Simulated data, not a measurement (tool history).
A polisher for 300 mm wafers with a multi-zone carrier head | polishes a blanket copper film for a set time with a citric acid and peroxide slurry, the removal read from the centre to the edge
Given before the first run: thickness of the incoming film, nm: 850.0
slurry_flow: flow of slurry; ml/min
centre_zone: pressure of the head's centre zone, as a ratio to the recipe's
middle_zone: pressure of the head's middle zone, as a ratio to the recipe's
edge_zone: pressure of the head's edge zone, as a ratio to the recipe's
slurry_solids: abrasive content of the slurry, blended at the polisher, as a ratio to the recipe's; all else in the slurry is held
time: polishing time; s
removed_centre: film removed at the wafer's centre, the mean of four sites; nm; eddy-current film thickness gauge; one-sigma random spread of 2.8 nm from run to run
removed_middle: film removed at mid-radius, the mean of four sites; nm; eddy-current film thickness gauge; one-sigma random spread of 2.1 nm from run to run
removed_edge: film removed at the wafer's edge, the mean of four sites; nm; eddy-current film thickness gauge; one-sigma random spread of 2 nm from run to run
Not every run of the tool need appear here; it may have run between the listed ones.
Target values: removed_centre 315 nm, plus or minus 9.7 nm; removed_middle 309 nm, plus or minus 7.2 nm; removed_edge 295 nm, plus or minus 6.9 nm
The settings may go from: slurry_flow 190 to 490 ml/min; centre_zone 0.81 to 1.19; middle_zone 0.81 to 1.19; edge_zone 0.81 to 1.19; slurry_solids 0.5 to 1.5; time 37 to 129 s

run 1 hour=0 | slurry_flow=315 centre_zone=1 middle_zone=1 edge_zone=1 slurry_solids=1 time=83 | removed_centre=220.07 removed_middle=212.19 removed_edge=213.3
run 2 hour=5.4 | slurry_flow=325 centre_zone=1.02 middle_zone=1.03 edge_zone=1.03 slurry_solids=1.1 time=85 | removed_centre=234.98 removed_middle=232.7 removed_edge=227.61
run 3 hour=10.9 | slurry_flow=330 centre_zone=1.04 middle_zone=1.04 edge_zone=1.05 slurry_solids=1.15 time=86 | removed_centre=249.1 removed_middle=240.85 removed_edge=235.14
run 4 hour=16 | slurry_flow=335 centre_zone=1.05 middle_zone=1.05 edge_zone=1.07 slurry_solids=1.2 time=87 | removed_centre=256.34 removed_middle=246.35 removed_edge=245.94
run 5 hour=20.5 | slurry_flow=335 centre_zone=1.05 middle_zone=1.01 edge_zone=1.07 slurry_solids=1.2 time=87 | removed_centre=251.62 removed_middle=236.29 removed_edge=247.51
run 6 hour=25.9 | slurry_flow=335 centre_zone=1.05 middle_zone=1.01 edge_zone=1.07 slurry_solids=1.2 time=101 | removed_centre=301.62 removed_middle=279.85 removed_edge=285.04
run 7 hour=27.6 | slurry_flow=345 centre_zone=1.05 middle_zone=1.02 edge_zone=1.08 slurry_solids=1.2 time=101 | removed_centre=298.85 removed_middle=281.39 removed_edge=288.21
run 8 hour=35 | slurry_flow=350 centre_zone=1.05 middle_zone=1.03 edge_zone=1.08 slurry_solids=1.2 time=101 | removed_centre=300.53 removed_middle=285.84 removed_edge=288.47
run 9 hour=39.5 | slurry_flow=355 centre_zone=1.05 middle_zone=1.04 edge_zone=1.08 slurry_solids=1.2 time=101 | removed_centre=296.12 removed_middle=285.2 removed_edge=286.25
run 10 hour=40.5 | slurry_flow=355 centre_zone=1.06 middle_zone=1.05 edge_zone=1.09 slurry_solids=1.2 time=101 | removed_centre=299.14 removed_middle=288.21 removed_edge=290.57

Which of these 5 next moves meets every target?
run A hour=41.5 | slurry_flow=350 centre_zone=1.1 middle_zone=0.95 edge_zone=1.09 slurry_solids=1.25 time=102 | removed_centre=? removed_middle=? removed_edge=?
run B hour=41.5 | slurry_flow=455 centre_zone=1 middle_zone=1 edge_zone=1.14 slurry_solids=1.3 time=97 | removed_centre=? removed_middle=? removed_edge=?
run C hour=41.5 | slurry_flow=425 centre_zone=0.99 middle_zone=1.13 edge_zone=1.16 slurry_solids=0.9 time=109 | removed_centre=? removed_middle=? removed_edge=?
run D hour=41.5 | slurry_flow=330 centre_zone=1.11 middle_zone=1.1 edge_zone=0.99 slurry_solids=1.2 time=104 | removed_centre=? removed_middle=? removed_edge=?
run E hour=41.5 | slurry_flow=360 centre_zone=1.07 middle_zone=1.09 edge_zone=1.06 slurry_solids=1.25 time=103 | removed_centre=? removed_middle=? removed_edge=?

move=A removed_centre=315.26 removed_middle=270.63 removed_edge=293.75
move=B removed_centre=286.04 removed_middle=277.49 removed_edge=293.5
move=C removed_centre=284.12 removed_middle=308.36 removed_edge=296.33
move=D removed_centre=318.51 removed_middle=307.05 removed_edge=280.51
move=E removed_centre=312.06 removed_middle=307.83 removed_edge=292.53
A: the biggest miss grows against the last run
B: the biggest miss grows against the last run
C: the furthest-off result lands on target, but another misses its tolerance
D: the furthest-off result lands on target, but another misses its tolerance
E: in spec on every target
The right move is E.
